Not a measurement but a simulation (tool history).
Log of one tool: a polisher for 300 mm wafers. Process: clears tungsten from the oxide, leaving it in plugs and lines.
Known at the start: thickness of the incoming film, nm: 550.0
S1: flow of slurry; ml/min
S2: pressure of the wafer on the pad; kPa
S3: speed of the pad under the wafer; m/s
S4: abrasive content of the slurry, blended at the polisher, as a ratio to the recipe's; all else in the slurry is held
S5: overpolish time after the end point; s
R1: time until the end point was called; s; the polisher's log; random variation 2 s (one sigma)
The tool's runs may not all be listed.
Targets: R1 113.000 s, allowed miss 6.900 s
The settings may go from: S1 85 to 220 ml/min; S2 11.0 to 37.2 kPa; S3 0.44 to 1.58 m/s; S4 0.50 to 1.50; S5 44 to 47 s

run 1 hour=0.0 | S1=140 S2=24.1 S3=1.00 S4=1.00 S5=44 | R1=151.490
run 2 hour=7.4 | S1=105 S2=24.1 S3=1.00 S4=1.00 S5=44 | R1=158.950
run 3 hour=10.0 | S1=105 S2=26.2 S3=1.02 S4=1.00 S5=44 | R1=144.700
run 4 hour=17.8 | S1=105 S2=26.2 S3=0.84 S4=1.00 S5=44 | R1=175.930
run 5 hour=25.7 | S1=105 S2=26.2 S3=0.84 S4=1.10 S5=44 | R1=175.300
run 6 hour=33.5 | S1=105 S2=26.2 S3=0.84 S4=1.10 S5=47 | R1=179.070
run 7 hour=42.3 | S1=105 S2=29.0 S3=0.86 S4=1.10 S5=47 | R1=162.210
run 8 hour=45.3 | S1=110 S2=35.9 S3=0.96 S4=1.10 S5=47 | R1=120.260
run 9 hour=49.5 | S1=110 S2=36.5 S3=0.96 S4=1.10 S5=47 | R1=124.840
run 10 hour=54.7 | S1=110 S2=36.5 S3=0.96 S4=1.10 S5=47 | R1=120.890

Which of these 5 next moves meets every target?
run A hour=59.9 | S1=90 S2=37.2 S3=1.04 S4=1.15 S5=44 | R1=?
run B hour=59.9 | S1=105 S2=37.2 S3=1.18 S4=1.10 S5=44 | R1=?
run C hour=59.9 | S1=135 S2=33.8 S3=0.92 S4=1.25 S5=45 | R1=?
run D hour=59.9 | S1=100 S2=34.5 S3=0.98 S4=1.10 S5=45 | R1=?
run E hour=59.9 | S1=85 S2=37.2 S3=0.94 S4=1.10 S5=47 | R1=?

move=A R1=113.280
move=B R1=97.657
move=C R1=123.020
move=D R1=125.150
move=E R1=128.160
A: meets every target
B: takes the result that was furthest off past its target
C: further off than the last run
D: further off than the last run
E: further off than the last run
Answer: A
